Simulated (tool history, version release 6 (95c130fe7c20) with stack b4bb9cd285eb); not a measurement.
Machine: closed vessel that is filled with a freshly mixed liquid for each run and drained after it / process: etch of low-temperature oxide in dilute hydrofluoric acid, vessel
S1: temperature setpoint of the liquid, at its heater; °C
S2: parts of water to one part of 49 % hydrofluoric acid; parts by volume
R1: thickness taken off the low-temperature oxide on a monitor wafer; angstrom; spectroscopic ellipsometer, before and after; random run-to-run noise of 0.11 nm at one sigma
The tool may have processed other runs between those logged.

run 1 day=0.000 | S1=25.0 S2=295 time_in_the_liquid_(s)=100 | R1=100.05
run 2 day=0.142 | S1=25.0 S2=295 time_in_the_liquid_(s)=100 | R1=100.76
run 3 day=0.433 | S1=27.0 S2=285 time_in_the_liquid_(s)=100 | R1=111.87
run 4 day=0.504 | S1=28.5 S2=275 time_in_the_liquid_(s)=100 | R1=122.21
run 5 day=0.850 | S1=28.5 S2=275 time_in_the_liquid_(s)=100 | R1=124.44
run 6 day=0.996 | S1=28.5 S2=210 time_in_the_liquid_(s)=100 | R1=173.43
run 7 day=1.046 | S1=27.5 S2=210 time_in_the_liquid_(s)=100 | R1=170.55
run 8 day=1.308 | S1=26.5 S2=210 time_in_the_liquid_(s)=100 | R1=163.61

What does the tool deliver on the next run?
run 9 day=1.512 | S1=26.5 S2=210 time_in_the_liquid_(s)=100 | R1=?

Run 9 produced R1 164.05 angstrom.

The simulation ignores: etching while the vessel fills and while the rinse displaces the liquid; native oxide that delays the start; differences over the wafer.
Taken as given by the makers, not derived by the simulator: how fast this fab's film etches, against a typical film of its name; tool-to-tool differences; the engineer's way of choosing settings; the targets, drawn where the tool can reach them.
